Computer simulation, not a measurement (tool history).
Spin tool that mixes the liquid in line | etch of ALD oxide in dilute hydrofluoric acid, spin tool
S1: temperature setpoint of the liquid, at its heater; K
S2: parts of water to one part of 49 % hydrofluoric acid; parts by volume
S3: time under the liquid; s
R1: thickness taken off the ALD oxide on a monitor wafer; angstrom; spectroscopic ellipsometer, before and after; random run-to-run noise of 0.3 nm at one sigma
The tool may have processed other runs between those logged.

run  hour      S1   S2   S3      R1
  1     0  296.15   90  120   252.2
  2     1  297.65   90  120   261.9
  3   6.4  298.65   90  120  278.28
  4   7.1  298.65  115  120  212.97
  5   8.1  298.65  140  120  170.26
  6  11.4  298.65  140  130  184.13
  7  17.7  299.65  135  130  195.18
  8  23.8  300.15  130  130  212.41
  9  24.6  300.65  125  130  224.34
 10  33.5  301.15  120  130  237.73

Run 11 has not been measured yet. What should we expect?
 11  40.6  301.65  115  130   ?

R1: 255.14 angstrom
